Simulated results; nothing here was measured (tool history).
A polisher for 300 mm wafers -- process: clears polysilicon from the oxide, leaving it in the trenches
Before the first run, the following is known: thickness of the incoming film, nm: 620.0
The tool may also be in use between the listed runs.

run,hour,flow of slurry (ml/min),pressure of the wafer on the pad (kPa),speed of the pad under the wafer (m/s),overpolish time after the end point (s),time until the end point was called (s),dishing of a wide line in a test structure (nm)
1,0.0,130,21.4,0.80,18,48.212,47.596
2,5.7,135,22.1,0.80,16,48.320,47.675
3,12.5,125,22.8,0.82,14,46.187,46.452
4,13.7,125,20.0,0.82,14,49.863,46.894
5,18.8,125,20.0,0.82,11,50.539,44.604
6,20.1,120,20.7,0.82,10,49.694,43.219
7,26.1,120,21.4,0.82,9,47.393,43.342
8,32.8,120,22.1,0.82,8,46.451,41.882
9,34.6,120,22.8,0.82,8,46.081,41.783
10,42.5,120,23.4,0.82,8,44.981,41.558
11,47.6,120,24.8,0.82,9,42.879,44.689

Expected results for the next run?
12,48.7,125,22.8,0.92,5,?,?

time until the end point was called (s): 41.468
dishing of a wide line in a test structure (nm): 35.807

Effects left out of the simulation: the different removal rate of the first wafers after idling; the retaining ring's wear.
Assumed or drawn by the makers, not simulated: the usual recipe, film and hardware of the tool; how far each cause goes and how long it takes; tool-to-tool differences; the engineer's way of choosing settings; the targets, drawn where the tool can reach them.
